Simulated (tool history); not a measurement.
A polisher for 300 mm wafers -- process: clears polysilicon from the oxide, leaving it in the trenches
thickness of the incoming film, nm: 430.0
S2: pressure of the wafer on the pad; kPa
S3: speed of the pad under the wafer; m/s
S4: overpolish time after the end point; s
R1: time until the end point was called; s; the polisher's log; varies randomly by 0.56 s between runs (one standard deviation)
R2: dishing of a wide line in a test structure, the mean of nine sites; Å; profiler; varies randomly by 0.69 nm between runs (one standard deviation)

run 1 hour=0.0 | flow_of_slurry_(ml/min)=305 S2=23.4 S3=1.28 S4=11 | R1=21.636 R2=438.04
run 2 hour=3.5 | flow_of_slurry_(ml/min)=305 S2=29.0 S3=1.28 S4=11 | R1=17.669 R2=431.78
run 3 hour=11.4 | flow_of_slurry_(ml/min)=300 S2=25.5 S3=1.08 S4=8 | R1=22.843 R2=429.36
run 4 hour=18.9 | flow_of_slurry_(ml/min)=300 S2=29.6 S3=1.08 S4=8 | R1=19.658 R2=440.49
-- hour=26.9 head pressure recalibrated
run 5 hour=26.9 | flow_of_slurry_(ml/min)=300 S2=29.6 S3=1.08 S4=4 | R1=20.975 R2=393.97
run 6 hour=29.4 | flow_of_slurry_(ml/min)=300 S2=29.6 S3=1.30 S4=4 | R1=18.386 R2=380.16
run 7 hour=31.5 | flow_of_slurry_(ml/min)=265 S2=23.4 S3=1.28 S4=4 | R1=23.611 R2=367.61

For run 8, what comes out?
run 8 hour=36.5 | flow_of_slurry_(ml/min)=250 S2=19.3 S3=1.26 S4=4 | R1=? R2=?

Run 8 measured R1 28.569 s, R2 337.49 Å.
